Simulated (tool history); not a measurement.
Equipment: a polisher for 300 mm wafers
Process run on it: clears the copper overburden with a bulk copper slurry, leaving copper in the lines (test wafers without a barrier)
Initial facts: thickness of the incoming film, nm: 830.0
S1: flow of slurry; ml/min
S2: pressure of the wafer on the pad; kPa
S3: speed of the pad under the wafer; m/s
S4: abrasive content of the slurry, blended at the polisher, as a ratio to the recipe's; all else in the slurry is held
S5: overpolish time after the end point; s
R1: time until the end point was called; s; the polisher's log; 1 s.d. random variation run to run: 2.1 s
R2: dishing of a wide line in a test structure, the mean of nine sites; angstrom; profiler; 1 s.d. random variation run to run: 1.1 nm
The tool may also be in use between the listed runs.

| run | hour | S1 | S2 | S3 | S4 | S5 | R1 | R2 |
|---|---|---|---|---|---|---|---|---|
| 1 | 0.0 | 195 | 16.5 | 1.24 | 1.0 | 30 | 113.70 | 1004.10 |
| 2 | 0.7 | 195 | 15.2 | 1.20 | 1.0 | 27 | 125.16 | 901.32 |
| 3 | 1.2 | 195 | 15.2 | 1.20 | 1.1 | 27 | 122.97 | 908.70 |
| 4 | 8.3 | 195 | 15.2 | 0.96 | 1.1 | 27 | 151.23 | 818.45 |
| 5 | 12.5 | 195 | 13.1 | 0.96 | 1.1 | 27 | 172.37 | 761.89 |
| 6 | 16.6 | 195 | 13.1 | 0.96 | 1.2 | 27 | 167.66 | 752.83 |
| 7 | 23.8 | 195 | 12.4 | 0.94 | 1.2 | 25 | 177.50 | 691.53 |
| 8 | 25.8 | 195 | 11.7 | 0.92 | 1.2 | 24 | 192.29 | 640.70 |

The next listed run, before its measurement:
| 9 | 27.8 | 195 | 11.0 | 0.92 | 1.2 | 23 | ? | ? |

{"run 9": {"R1": 201.93, "R2": 603.94}}
